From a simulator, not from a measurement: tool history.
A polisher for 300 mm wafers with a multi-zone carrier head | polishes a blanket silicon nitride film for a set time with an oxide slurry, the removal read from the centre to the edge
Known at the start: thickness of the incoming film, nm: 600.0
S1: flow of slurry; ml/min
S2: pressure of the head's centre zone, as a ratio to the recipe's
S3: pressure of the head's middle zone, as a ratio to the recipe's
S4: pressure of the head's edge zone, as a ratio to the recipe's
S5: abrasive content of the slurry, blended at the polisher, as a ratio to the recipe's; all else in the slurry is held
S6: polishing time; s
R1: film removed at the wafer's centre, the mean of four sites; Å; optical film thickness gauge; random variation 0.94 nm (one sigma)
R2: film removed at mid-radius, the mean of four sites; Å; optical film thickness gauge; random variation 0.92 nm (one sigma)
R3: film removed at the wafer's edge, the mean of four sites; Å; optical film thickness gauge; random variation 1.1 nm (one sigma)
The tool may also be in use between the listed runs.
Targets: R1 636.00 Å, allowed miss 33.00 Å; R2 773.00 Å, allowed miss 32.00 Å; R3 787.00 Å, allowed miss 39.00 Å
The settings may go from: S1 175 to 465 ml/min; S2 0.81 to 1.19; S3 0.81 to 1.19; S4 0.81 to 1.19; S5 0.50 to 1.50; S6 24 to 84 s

run,hour,S1,S2,S3,S4,S5,S6,R1,R2,R3
1,0.0,295,1.00,1.00,1.00,1.00,54,513.87,521.70,522.28
2,2.2,295,1.00,1.00,1.00,1.00,45,425.43,440.70,417.22
3,7.8,295,1.00,1.00,1.00,1.00,52,487.99,508.24,486.81
4,10.6,295,1.00,0.92,1.00,1.00,52,502.36,473.91,483.91
5,12.2,295,1.08,0.92,1.00,1.00,52,539.64,483.08,506.29
6,19.5,295,1.03,0.92,1.00,1.00,52,508.78,478.71,494.16
7,23.1,280,0.99,0.96,1.04,1.15,54,520.84,523.48,537.53
8,27.2,275,0.98,1.00,1.07,1.25,57,556.24,583.47,585.48
9,33.8,270,0.95,1.01,1.09,1.30,60,583.64,638.74,629.93
10,36.2,275,0.85,0.98,1.19,1.50,67,593.54,696.50,765.95

Which of these 4 next moves meets every target?
A,38.6,245,0.85,1.01,1.12,1.50,71,?,?,?
B,38.6,250,0.94,0.81,1.17,1.40,71,?,?,?
C,38.6,230,0.84,0.88,1.19,1.50,67,?,?,?
D,38.6,335,0.82,0.81,1.19,1.40,72,?,?,?

move,R1,R2,R3
A,628.46,772.58,774.60
B,679.82,649.10,780.33
C,580.86,655.15,750.98
D,625.24,678.53,816.76
A: meets every target
B: further off than the last run
C: further off than the last run
D: further off than the last run
Answer: A
